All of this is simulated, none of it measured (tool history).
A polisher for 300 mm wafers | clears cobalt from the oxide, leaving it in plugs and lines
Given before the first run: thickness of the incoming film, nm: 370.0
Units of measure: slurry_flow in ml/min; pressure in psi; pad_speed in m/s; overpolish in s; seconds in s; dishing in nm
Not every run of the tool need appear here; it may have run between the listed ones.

run,day,slurry_flow,pressure,pad_speed,overpolish,seconds,dishing
1,0.000,190,2.3,0.96,22,84.750,52.360
2,0.292,190,2.4,0.96,22,78.560,52.460
3,0.546,190,2.5,0.96,23,76.236,54.435
4,0.821,190,2.3,0.96,23,81.985,53.635
5,1.179,190,2.8,0.96,23,68.579,54.826
6,1.250,190,2.8,0.78,23,85.129,53.875
7,1.608,195,3.4,0.80,25,67.530,56.915
8,1.950,195,3.5,0.82,27,65.580,57.733

What does the tool deliver on the next run?
9,2.100,195,3.5,0.82,28,?,?

Run 9 yielded seconds 65.342 s, dishing 59.722 nm.

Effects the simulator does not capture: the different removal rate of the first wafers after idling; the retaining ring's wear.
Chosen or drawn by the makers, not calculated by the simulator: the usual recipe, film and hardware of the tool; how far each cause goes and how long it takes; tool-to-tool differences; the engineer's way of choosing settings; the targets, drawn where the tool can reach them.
